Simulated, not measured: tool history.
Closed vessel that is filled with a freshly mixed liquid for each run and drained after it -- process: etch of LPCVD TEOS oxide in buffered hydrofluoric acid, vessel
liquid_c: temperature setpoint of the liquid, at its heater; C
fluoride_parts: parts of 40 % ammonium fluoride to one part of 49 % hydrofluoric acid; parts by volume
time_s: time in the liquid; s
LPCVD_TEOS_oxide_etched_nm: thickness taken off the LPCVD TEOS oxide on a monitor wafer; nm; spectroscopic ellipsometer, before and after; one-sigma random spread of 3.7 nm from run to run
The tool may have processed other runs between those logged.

run 1 hour=0 | liquid_c=21 fluoride_parts=9.5 time_s=90 | LPCVD_TEOS_oxide_etched_nm=215.49
run 2 hour=8.4 | liquid_c=21 fluoride_parts=7 time_s=90 | LPCVD_TEOS_oxide_etched_nm=284.14
run 3 hour=13.4 | liquid_c=21 fluoride_parts=8.5 time_s=90 | LPCVD_TEOS_oxide_etched_nm=238.83
run 4 hour=20.2 | liquid_c=23 fluoride_parts=8.5 time_s=90 | LPCVD_TEOS_oxide_etched_nm=268.84
run 5 hour=28.4 | liquid_c=24.5 fluoride_parts=8.5 time_s=90 | LPCVD_TEOS_oxide_etched_nm=289.55
run 6 hour=30.7 | liquid_c=25.5 fluoride_parts=8.5 time_s=90 | LPCVD_TEOS_oxide_etched_nm=307.39
run 7 hour=38.2 | liquid_c=26.5 fluoride_parts=8.5 time_s=90 | LPCVD_TEOS_oxide_etched_nm=320.26
run 8 hour=42.9 | liquid_c=27 fluoride_parts=8.5 time_s=90 | LPCVD_TEOS_oxide_etched_nm=324.47
run 9 hour=49.6 | liquid_c=27.5 fluoride_parts=8.5 time_s=90 | LPCVD_TEOS_oxide_etched_nm=335.22
run 10 hour=55.7 | liquid_c=28 fluoride_parts=8.5 time_s=90 | LPCVD_TEOS_oxide_etched_nm=347.16
run 11 hour=58.1 | liquid_c=28.5 fluoride_parts=8.5 time_s=90 | LPCVD_TEOS_oxide_etched_nm=358.62
run 12 hour=59 | liquid_c=28.5 fluoride_parts=8.5 time_s=90 | LPCVD_TEOS_oxide_etched_nm=356.83

Estimate the outcome of run 13 from the log above:
-- hour=61.7 hydrofluoric acid flow meter replaced
run 13 hour=61.7 | liquid_c=29 fluoride_parts=8.5 time_s=90 | LPCVD_TEOS_oxide_etched_nm=?

Run 13 produced LPCVD_TEOS_oxide_etched_nm 399.17 nm.
